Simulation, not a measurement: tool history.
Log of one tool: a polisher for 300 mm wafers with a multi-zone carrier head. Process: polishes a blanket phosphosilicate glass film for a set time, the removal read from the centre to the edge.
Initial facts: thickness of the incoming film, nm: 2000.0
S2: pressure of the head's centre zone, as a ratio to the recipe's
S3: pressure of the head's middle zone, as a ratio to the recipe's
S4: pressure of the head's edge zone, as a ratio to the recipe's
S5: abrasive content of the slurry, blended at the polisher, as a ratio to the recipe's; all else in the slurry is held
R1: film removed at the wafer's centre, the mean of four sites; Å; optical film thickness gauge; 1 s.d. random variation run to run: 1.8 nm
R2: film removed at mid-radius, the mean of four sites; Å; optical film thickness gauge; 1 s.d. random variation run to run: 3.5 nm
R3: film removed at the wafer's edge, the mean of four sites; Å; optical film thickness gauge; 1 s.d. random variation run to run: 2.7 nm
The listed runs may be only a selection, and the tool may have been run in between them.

run 1 hour=0.0 | flow_of_slurry_(ml/min)=270 S2=1.00 S3=1.00 S4=1.00 S5=1.00 polishing_time_(s)=47 | R1=4277.5 R2=4233.9 R3=4262.1
run 2 hour=6.4 | flow_of_slurry_(ml/min)=270 S2=1.06 S3=1.00 S4=1.00 S5=1.00 polishing_time_(s)=47 | R1=4508.3 R2=4221.6 R3=4246.4
run 3 hour=11.9 | flow_of_slurry_(ml/min)=270 S2=1.05 S3=1.00 S4=0.97 S5=0.90 polishing_time_(s)=44 | R1=3966.4 R2=3757.0 R3=3668.4
run 4 hour=17.1 | flow_of_slurry_(ml/min)=270 S2=1.05 S3=1.00 S4=1.03 S5=0.90 polishing_time_(s)=44 | R1=3929.4 R2=3668.1 R3=3803.1
run 5 hour=19.0 | flow_of_slurry_(ml/min)=215 S2=1.05 S3=1.00 S4=1.03 S5=0.90 polishing_time_(s)=44 | R1=3833.7 R2=3595.4 R3=3755.3
run 6 hour=21.0 | flow_of_slurry_(ml/min)=225 S2=1.04 S3=1.00 S4=1.00 S5=0.80 polishing_time_(s)=42 | R1=3394.1 R2=3193.6 R3=3293.7
run 7 hour=28.4 | flow_of_slurry_(ml/min)=270 S2=0.99 S3=1.05 S4=0.90 S5=0.55 polishing_time_(s)=37 | R1=2163.3 R2=2222.5 R3=2046.5

The next listed run, before its measurement:
run 8 hour=36.1 | flow_of_slurry_(ml/min)=275 S2=1.00 S3=1.06 S4=0.92 S5=0.55 polishing_time_(s)=37 | R1=? R2=? R3=?

Run 8 gave R1 2179.5 Å, R2 2209.3 Å, R3 2141.2 Å.

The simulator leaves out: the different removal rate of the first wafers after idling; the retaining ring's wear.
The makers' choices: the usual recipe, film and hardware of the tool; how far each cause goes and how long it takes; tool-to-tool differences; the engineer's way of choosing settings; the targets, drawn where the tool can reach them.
